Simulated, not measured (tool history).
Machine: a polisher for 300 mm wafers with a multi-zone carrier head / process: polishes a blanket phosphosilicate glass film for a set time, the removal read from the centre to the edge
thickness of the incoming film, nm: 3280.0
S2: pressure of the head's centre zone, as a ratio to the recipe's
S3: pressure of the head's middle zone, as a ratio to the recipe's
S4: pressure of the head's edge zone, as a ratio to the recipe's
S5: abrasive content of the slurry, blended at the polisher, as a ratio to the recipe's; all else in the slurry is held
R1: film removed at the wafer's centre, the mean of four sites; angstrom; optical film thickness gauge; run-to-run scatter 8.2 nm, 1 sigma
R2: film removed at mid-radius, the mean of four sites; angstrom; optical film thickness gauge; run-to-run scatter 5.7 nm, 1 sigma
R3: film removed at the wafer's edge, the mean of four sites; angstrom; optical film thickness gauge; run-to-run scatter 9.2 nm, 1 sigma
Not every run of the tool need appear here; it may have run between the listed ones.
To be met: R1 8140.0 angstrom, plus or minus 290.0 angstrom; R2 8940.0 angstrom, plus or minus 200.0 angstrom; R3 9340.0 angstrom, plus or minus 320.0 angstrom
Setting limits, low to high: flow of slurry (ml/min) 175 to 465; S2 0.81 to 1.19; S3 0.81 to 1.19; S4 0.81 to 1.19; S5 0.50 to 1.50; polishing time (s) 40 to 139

Run 1, day 0.000: flow of slurry (ml/min) 295, S2 1.00, S3 1.00, S4 1.00, S5 1.00, polishing time (s) 89. Result: R1 7342.2 angstrom, R2 7098.9 angstrom, R3 7370.7 angstrom.
Run 2, day 0.375: flow of slurry (ml/min) 300, S2 1.00, S3 1.01, S4 1.02, S5 1.05, polishing time (s) 89. Result: R1 7441.1 angstrom, R2 7420.3 angstrom, R3 7634.8 angstrom.
Run 3, day 0.504: flow of slurry (ml/min) 305, S2 1.00, S3 1.01, S4 1.04, S5 1.05, polishing time (s) 89. Result: R1 7429.6 angstrom, R2 7414.8 angstrom, R3 7684.2 angstrom.
Run 4, day 0.679: flow of slurry (ml/min) 305, S2 1.00, S3 1.05, S4 1.04, S5 1.05, polishing time (s) 89. Result: R1 7494.5 angstrom, R2 7588.3 angstrom, R3 7649.1 angstrom.
Run 5, day 0.700: flow of slurry (ml/min) 305, S2 0.96, S3 1.05, S4 1.04, S5 1.05, polishing time (s) 89. Result: R1 7055.7 angstrom, R2 7605.7 angstrom, R3 7737.0 angstrom.
Run 6, day 0.758: flow of slurry (ml/min) 305, S2 0.96, S3 1.05, S4 1.04, S5 0.85, polishing time (s) 89. Result: R1 6364.5 angstrom, R2 6800.8 angstrom, R3 6791.3 angstrom.
Run 7, day 0.888: flow of slurry (ml/min) 305, S2 0.96, S3 1.05, S4 1.05, S5 0.90, polishing time (s) 89. Result: R1 6626.2 angstrom, R2 7033.9 angstrom, R3 7094.9 angstrom.
Run 8, day 1.217: flow of slurry (ml/min) 305, S2 0.96, S3 1.05, S4 1.06, S5 0.95, polishing time (s) 89. Result: R1 6807.0 angstrom, R2 7349.4 angstrom, R3 7266.9 angstrom.
Run 9, day 1.588: flow of slurry (ml/min) 310, S2 0.96, S3 1.04, S4 1.07, S5 1.00, polishing time (s) 89. Result: R1 6973.6 angstrom, R2 7415.5 angstrom, R3 7546.2 angstrom.
Run 10, day 1.883: flow of slurry (ml/min) 310, S2 0.96, S3 1.04, S4 1.08, S5 1.05, polishing time (s) 89. Result: R1 7311.6 angstrom, R2 7546.6 angstrom, R3 7727.7 angstrom.
Run 11, day 1.971: flow of slurry (ml/min) 310, S2 0.95, S3 1.04, S4 1.08, S5 1.10, polishing time (s) 89. Result: R1 7331.3 angstrom, R2 7814.5 angstrom, R3 7897.4 angstrom.
Run 12, day 2.138: flow of slurry (ml/min) 310, S2 0.94, S3 1.04, S4 1.09, S5 1.15, polishing time (s) 89. Result: R1 7268.2 angstrom, R2 7997.3 angstrom, R3 8070.5 angstrom.
Run 13, day 2.412: flow of slurry (ml/min) 310, S2 0.94, S3 1.04, S4 1.10, S5 1.20, polishing time (s) 89. Result: R1 7498.9 angstrom, R2 8055.0 angstrom, R3 8332.0 angstrom.
Run 14, day 2.767: flow of slurry (ml/min) 315, S2 0.94, S3 1.04, S4 1.11, S5 1.20, polishing time (s) 89. Result: R1 7582.0 angstrom, R2 8072.0 angstrom, R3 8375.8 angstrom.
Run 15, day 2.875: flow of slurry (ml/min) 315, S2 0.94, S3 1.04, S4 1.12, S5 1.20, polishing time (s) 89. Result: R1 7697.3 angstrom, R2 8025.7 angstrom, R3 8443.0 angstrom.
Run 16, day 3.033: flow of slurry (ml/min) 320, S2 0.94, S3 1.04, S4 1.13, S5 1.20, polishing time (s) 89. Result: R1 7520.4 angstrom, R2 8108.0 angstrom, R3 8528.2 angstrom.

Pick the move, out of 4, that brings all results within their allowed miss; only one does.
Run A, day 3.192: flow of slurry (ml/min) 305, S2 0.97, S3 1.19, S4 0.90, S5 1.20, polishing time (s) 91. Result: R1 ?, R2 ?, R3 ?.
Run B, day 3.192: flow of slurry (ml/min) 285, S2 0.94, S3 1.07, S4 1.19, S5 1.20, polishing time (s) 97. Result: R1 ?, R2 ?, R3 ?.
Run C, day 3.192: flow of slurry (ml/min) 280, S2 0.93, S3 1.06, S4 1.09, S5 1.20, polishing time (s) 85. Result: R1 ?, R2 ?, R3 ?.
Run D, day 3.192: flow of slurry (ml/min) 395, S2 0.99, S3 0.81, S4 1.19, S5 1.30, polishing time (s) 89. Result: R1 ?, R2 ?, R3 ?.

move      R1      R2      R3
   A  8150.7  9291.5  8021.3
   B  8359.0  8987.8  9529.7
   C  7234.0  7802.9  8040.4
   D  8586.2  6940.3  9264.3
A: moves the result that the last run missed by most past its target, out the other side
B: each result inside its tolerance
C: misses by more than the last run did
D: misses by more than the last run did
Go with B: it meets all targets.
